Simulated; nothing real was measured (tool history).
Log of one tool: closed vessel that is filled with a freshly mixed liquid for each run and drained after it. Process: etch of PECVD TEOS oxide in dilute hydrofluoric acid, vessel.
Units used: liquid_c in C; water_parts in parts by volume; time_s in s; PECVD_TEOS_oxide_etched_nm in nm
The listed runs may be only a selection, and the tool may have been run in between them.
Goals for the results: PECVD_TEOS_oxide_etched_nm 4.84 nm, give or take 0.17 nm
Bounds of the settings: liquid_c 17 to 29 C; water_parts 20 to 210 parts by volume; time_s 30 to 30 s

run	hour	liquid_c	water_parts	time_s	PECVD_TEOS_oxide_etched_nm
1	0	21	115	30	6.0074
2	6.2	20.5	115	30	5.874
3	12.3	20	115	30	5.7316
4	13.6	20	80	30	8.4889
5	16.9	19.5	85	30	7.8732
6	21.3	19.5	110	30	5.9604
7	26.7	19	110	30	5.9098
8	28.1	18	120	30	5.0875

Consider the 4 candidate settings below. Which is the only one whose results all fall within their allowed miss of target?
A	29.5	18.5	110	30	?
B	29.5	19.5	130	30	?
C	29.5	18	115	30	?
D	29.5	18.5	120	30	?

move	PECVD_TEOS_oxide_etched_nm
A	5.6834
B	4.905
C	5.297
D	5.1552
A: further off than the last run
B: all results in spec
C: further off than the last run
D: further off than the last run
Go with B: it meets all targets.
